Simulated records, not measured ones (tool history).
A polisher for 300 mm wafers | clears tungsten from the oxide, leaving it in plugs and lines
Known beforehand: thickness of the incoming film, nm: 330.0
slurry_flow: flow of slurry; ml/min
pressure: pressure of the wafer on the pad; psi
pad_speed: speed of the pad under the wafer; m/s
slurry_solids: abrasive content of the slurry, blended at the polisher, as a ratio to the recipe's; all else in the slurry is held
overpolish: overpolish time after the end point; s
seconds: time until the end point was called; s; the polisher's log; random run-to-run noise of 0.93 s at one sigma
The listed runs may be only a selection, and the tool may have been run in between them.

run,hour,slurry_flow,pressure,pad_speed,slurry_solids,overpolish,seconds
1,0,185,2.7,0.92,1,4,108.75
2,3.3,185,2.7,0.92,0.85,4,111.85
3,10,185,2.9,0.92,0.85,4,105.28
4,14.1,185,3.1,0.92,0.85,4,98.102
5,21.7,185,3.1,0.92,1.05,4,92.766
6,27.9,185,3.2,0.92,1.05,4,89.178
7,32.5,185,3.3,0.92,1.05,4,88.626
8,35.4,185,3.4,0.92,1.05,4,85.149

For run 9, what comes out?
9,42,190,3.5,0.92,1.05,4,?

Run 9 yielded seconds 82.939 s.

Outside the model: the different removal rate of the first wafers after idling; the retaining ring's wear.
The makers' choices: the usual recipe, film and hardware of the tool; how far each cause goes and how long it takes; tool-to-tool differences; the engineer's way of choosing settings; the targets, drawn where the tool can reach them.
